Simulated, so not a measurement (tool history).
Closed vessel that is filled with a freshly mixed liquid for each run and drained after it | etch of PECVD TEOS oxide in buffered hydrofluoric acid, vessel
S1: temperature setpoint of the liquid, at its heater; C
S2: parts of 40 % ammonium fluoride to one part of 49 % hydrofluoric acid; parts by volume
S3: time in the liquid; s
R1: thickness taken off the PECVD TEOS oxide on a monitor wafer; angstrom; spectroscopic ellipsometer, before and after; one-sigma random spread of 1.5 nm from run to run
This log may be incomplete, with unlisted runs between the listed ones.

run  hour    S1    S2   S3      R1
  1   0.0  24.0   8.5  105  2078.9
  2   3.8  24.0   8.5  115  2307.3
  3   5.9  24.0   8.5  105  2100.4
  4  12.7  24.0  11.0  105  1681.7
  5  21.0  24.0   9.5  105  1887.4
  6  22.0  25.5   9.5  105  2040.7
  7  24.5  26.5   9.5  105  2179.5

What does the tool deliver on the next run?
  8  25.3  27.0  9.5  105   ?

{"run 8": {"R1": 2229.1}}
